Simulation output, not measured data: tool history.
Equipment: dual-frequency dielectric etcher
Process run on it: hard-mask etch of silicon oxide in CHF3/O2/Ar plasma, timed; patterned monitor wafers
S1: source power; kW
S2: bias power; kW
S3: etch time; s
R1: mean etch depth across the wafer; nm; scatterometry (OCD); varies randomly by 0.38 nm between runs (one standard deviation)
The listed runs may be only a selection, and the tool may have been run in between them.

| run | hour | S1 | S2 | S3 | R1 |
|---|---|---|---|---|---|
| 1 | 0 | 0.88 | 0.126 | 30 | 61.352 |
| 2 | 8.3 | 0.86 | 0.125 | 30 | 61.597 |
| 3 | 10.2 | 0.84 | 0.124 | 30 | 61.96 |
| 4 | 15.2 | 0.91 | 0.124 | 30 | 62.865 |
| 5 | 16.6 | 0.78 | 0.124 | 30 | 60.067 |
| 6 | 22.9 | 0.78 | 0.124 | 31.5 | 62.944 |
| 7 | 29.6 | 0.76 | 0.122 | 31.5 | 62.209 |
| 8 | 34.7 | 0.74 | 0.121 | 31.5 | 61.496 |
| 9 | 37.6 | 0.72 | 0.12 | 31.5 | 61.422 |
| 10 | 38.8 | 0.7 | 0.118 | 31.5 | 59.587 |

The next listed run, before its measurement:
| 11 | 43.5 | 0.69 | 0.118 | 31.5 | ? |

Run 11 measured R1 60.152 nm.

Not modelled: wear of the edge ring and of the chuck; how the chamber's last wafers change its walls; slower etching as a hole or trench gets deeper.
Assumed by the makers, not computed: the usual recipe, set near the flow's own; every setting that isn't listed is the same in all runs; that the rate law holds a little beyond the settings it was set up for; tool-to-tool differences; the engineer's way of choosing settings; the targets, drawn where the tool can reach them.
